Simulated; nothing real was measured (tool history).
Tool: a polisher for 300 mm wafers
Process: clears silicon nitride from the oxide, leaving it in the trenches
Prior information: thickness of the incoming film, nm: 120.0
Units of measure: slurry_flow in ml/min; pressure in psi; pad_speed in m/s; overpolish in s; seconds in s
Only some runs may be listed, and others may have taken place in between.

run 1 hour=0 | slurry_flow=260 pressure=3.4 pad_speed=0.76 overpolish=10 | seconds=176.9
run 2 hour=7.4 | slurry_flow=260 pressure=3.7 pad_speed=0.76 overpolish=10 | seconds=163.75
run 3 hour=12 | slurry_flow=260 pressure=3.7 pad_speed=0.7 overpolish=10 | seconds=174.34
run 4 hour=17.5 | slurry_flow=260 pressure=4.3 pad_speed=0.7 overpolish=10 | seconds=146.97
run 5 hour=23.1 | slurry_flow=260 pressure=4.4 pad_speed=0.7 overpolish=10 | seconds=146.95
run 6 hour=24.6 | slurry_flow=260 pressure=4.4 pad_speed=0.54 overpolish=10 | seconds=177.28
run 7 hour=28.8 | slurry_flow=260 pressure=4.6 pad_speed=0.56 overpolish=10 | seconds=166.46

Estimate the outcome of run 8 from the log above:
run 8 hour=33.9 | slurry_flow=260 pressure=4.8 pad_speed=0.58 overpolish=10 | seconds=?

{"run 8": {"seconds": 157.68}}
